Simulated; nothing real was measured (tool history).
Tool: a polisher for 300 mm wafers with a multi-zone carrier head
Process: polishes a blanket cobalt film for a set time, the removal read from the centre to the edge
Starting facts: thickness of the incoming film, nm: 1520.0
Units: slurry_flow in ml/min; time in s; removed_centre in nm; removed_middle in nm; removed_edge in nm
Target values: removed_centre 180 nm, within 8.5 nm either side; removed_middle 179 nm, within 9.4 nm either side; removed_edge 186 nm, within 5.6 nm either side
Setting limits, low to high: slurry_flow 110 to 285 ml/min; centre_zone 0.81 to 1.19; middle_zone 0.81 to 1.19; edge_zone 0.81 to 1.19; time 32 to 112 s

run	day	slurry_flow	centre_zone	middle_zone	edge_zone	time	removed_centre	removed_middle	removed_edge
1	0	180	1	1	1	72	332.81	311.17	318.14
2	0.071	195	1	1	1	72	331.67	313.48	323.61
3	0.342	210	1	1	1	72	334.95	320.4	326.07
4	0.671	200	0.98	0.99	0.98	66	295.87	292.08	293.46
5	0.892	200	0.98	0.99	0.98	78	353.09	350.24	344.31
6	0.971	200	0.98	0.99	0.93	78	356.69	340.83	333.88
7	1.217	190	0.96	0.97	0.91	71	311.29	310.06	301.13
8	1.238	160	0.95	0.87	0.91	51	215.63	198.82	210.86
9	1.592	130	0.85	0.85	0.82	46	166	167.13	176.15
10	1.642	135	0.85	0.85	0.82	46	165.97	176.88	180.3
11	1.7	140	0.86	0.85	0.82	46	168.48	176.46	179.23

Of the 5 settings listed for the next run, only one would bring every result within its allowed miss of target. Which one?
A	1.758	115	0.91	0.86	0.83	49	?	?	?
B	1.758	110	0.81	0.85	0.99	48	?	?	?
C	1.758	120	0.98	0.81	0.82	50	?	?	?
D	1.758	165	0.95	0.89	0.81	43	?	?	?
E	1.758	135	0.81	0.88	0.81	44	?	?	?

move	removed_centre	removed_middle	removed_edge
A	181.34	176.53	182.66
B	155.45	169.57	192.25
C	202.23	176.84	187.1
D	183.74	172.29	168.8
E	152.26	167.77	167.33
A: all results land within tolerance of their targets
B: lands further from the targets than the last run did
C: takes the biggest miss from the last run beyond its target
D: meets the target for the result that was furthest off, but another lies outside its allowed miss
E: lands further from the targets than the last run did
So the answer is move A, the one that meets all the targets.
